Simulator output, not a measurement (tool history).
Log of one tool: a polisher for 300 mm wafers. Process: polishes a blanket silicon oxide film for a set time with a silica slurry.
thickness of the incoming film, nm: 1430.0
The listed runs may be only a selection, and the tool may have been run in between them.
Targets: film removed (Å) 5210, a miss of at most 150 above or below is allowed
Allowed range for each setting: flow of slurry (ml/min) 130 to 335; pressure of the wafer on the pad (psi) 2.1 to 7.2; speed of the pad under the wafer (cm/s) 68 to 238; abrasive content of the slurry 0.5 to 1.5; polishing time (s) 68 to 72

run    day  flow of slurry (ml/min)  pressure of the wafer on the pad (psi)  speed of the pad under the wafer (cm/s)  abrasive content of the slurry  polishing time (s)  film removed (Å)
  1      0                      215                                     4.6                                      152                               1                  68              3737
  2  0.283                      220                                     5.1                                      152                               1                  68            4009.2
  3  0.458                      260                                     5.1                                      152                               1                  68            4053.9
  4  0.554                      260                                     5.1                                      170                               1                  68            4501.9
  5  0.746                      260                                     5.3                                      170                               1                  68            4647.6
  6  0.808                      260                                     5.3                                      170                               1                  72            4857.6
  7  0.983                      260                                     5.4                                      170                               1                  72            4947.4
  8  1.217                      260                                     5.5                                      170                               1                  72              4961

Exercise: of the 5 proposed moves below, exactly one satisfies all targets within the stated allowed misses. Which move is it?
  A  1.45                      285                                     6.4                                      178                             0.8                  69                 ?
  B  1.45                      325                                     6.2                                      146                             1.2                  68                 ?
  C  1.45                      195                                     5.9                                      180                             0.9                  71                 ?
  D  1.45                      230                                     6.2                                      188                             0.8                  68                 ?
  E  1.45                      255                                     5.4                                      160                            1.05                  70                 ?

move  film removed (Å)
   A            4715.6
   B            5225.7
   C              4868
   D            4630.4
   E            4707.1
A: moves away from the targets compared with the last run
B: all results in spec
C: moves away from the targets compared with the last run
D: moves away from the targets compared with the last run
E: moves away from the targets compared with the last run
Move B is the one to make.

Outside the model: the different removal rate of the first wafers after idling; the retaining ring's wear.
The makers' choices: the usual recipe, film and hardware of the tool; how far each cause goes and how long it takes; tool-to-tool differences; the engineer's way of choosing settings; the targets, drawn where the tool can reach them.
